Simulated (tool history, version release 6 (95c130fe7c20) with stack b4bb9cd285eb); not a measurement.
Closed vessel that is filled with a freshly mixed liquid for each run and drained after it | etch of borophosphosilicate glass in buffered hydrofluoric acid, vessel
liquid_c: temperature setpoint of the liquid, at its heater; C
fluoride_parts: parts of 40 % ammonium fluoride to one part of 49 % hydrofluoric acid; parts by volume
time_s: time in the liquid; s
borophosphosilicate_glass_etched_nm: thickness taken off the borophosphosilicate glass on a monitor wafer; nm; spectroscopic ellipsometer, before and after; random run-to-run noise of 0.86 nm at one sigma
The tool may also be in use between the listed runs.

run	hour	liquid_c	fluoride_parts	time_s	borophosphosilicate_glass_etched_nm
1	0	23	10	90	181.78
2	5.4	21	10	90	163.03
3	6	24	10	90	192.47
4	8.6	21.5	10	90	167.4
5	15.1	21.5	10	95	176.95
6	15.9	21.5	10	95	177.05
7	24.8	22.5	10	95	186.22
8	32.5	23.5	10	95	196.73
9	41	24.5	10	95	209.53
10	44.2	25	10	95	213.13

The next listed run, before its measurement:
11	50.7	25.5	10	95	?

Run 11 came out at borophosphosilicate_glass_etched_nm 219.86 nm.
